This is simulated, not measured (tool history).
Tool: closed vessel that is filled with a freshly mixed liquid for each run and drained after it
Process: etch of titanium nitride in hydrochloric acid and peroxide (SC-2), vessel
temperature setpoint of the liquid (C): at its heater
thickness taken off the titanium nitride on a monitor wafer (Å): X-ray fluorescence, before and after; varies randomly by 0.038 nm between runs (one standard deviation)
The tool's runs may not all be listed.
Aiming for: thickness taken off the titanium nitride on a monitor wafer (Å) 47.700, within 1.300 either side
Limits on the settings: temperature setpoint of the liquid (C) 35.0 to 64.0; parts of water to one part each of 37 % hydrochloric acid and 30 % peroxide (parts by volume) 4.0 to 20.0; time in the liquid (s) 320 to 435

| run | hour | temperature setpoint of the liquid (C) | parts of water to one part each of 37 % hydrochloric acid and 30 % peroxide (parts by volume) | time in the liquid (s) | thickness taken off the titanium nitride on a monitor wafer (Å) |
|---|---|---|---|---|---|
| 1 | 0.0 | 48.0 | 11.0 | 435 | 75.300 |
| 2 | 5.6 | 48.0 | 8.0 | 435 | 96.913 |
| 3 | 8.2 | 44.5 | 8.0 | 435 | 75.715 |
| 4 | 13.4 | 43.0 | 8.0 | 435 | 69.212 |
| 5 | 15.1 | 43.0 | 8.0 | 435 | 69.368 |
| 6 | 21.4 | 41.5 | 8.0 | 435 | 62.254 |
| 7 | 23.9 | 40.5 | 8.0 | 435 | 57.818 |
| 8 | 30.7 | 40.0 | 8.0 | 435 | 56.215 |
| 9 | 35.0 | 37.0 | 8.0 | 435 | 45.027 |

Consider the 4 candidate settings below. Which is the only one whose results all fall within their allowed miss of target?
| A | 39.3 | 42.0 | 9.5 | 340 | ? |
| B | 39.3 | 35.5 | 5.0 | 345 | ? |
| C | 39.3 | 36.5 | 7.5 | 415 | ? |
| D | 39.3 | 38.5 | 8.5 | 435 | ? |

| move | thickness taken off the titanium nitride on a monitor wafer (Å) |
|---|---|
| A | 43.724 |
| B | 45.772 |
| C | 43.636 |
| D | 47.806 |
A: the biggest miss grows against the last run
B: better than the last run, though not everything is in spec
C: the biggest miss grows against the last run
D: all results in spec
D is the move that brings every result within its allowed miss.
